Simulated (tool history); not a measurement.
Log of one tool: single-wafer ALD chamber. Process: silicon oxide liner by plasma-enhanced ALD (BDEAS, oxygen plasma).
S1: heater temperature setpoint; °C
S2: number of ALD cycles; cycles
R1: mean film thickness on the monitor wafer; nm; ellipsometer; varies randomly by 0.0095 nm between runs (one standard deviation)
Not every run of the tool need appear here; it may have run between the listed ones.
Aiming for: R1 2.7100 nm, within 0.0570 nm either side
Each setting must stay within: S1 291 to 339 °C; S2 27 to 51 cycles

run    day   S1  S2      R1
  1  0.000  315  39  3.4518
  2  0.375  310  39  3.4912
  3  0.521  310  34  3.0466
  4  0.546  304  34  3.0611
  5  0.788  304  37  3.3151
  6  1.121  294  37  3.3924
  7  1.238  296  34  3.0963
  8  1.271  296  32  2.9296
  9  1.529  296  31  2.8390

Pick the move, out of 4, that brings all results within their allowed miss; only one does.
  A  1.788  300  32   ?
  B  1.788  291  31   ?
  C  1.788  292  29   ?
  D  1.788  308  32   ?

move      R1
   A  2.9124
   B  2.8918
   C  2.6967
   D  2.8837
A: moves away from the targets compared with the last run
B: moves away from the targets compared with the last run
C: all results in spec
D: moves away from the targets compared with the last run
Correct choice: C, which meets every target
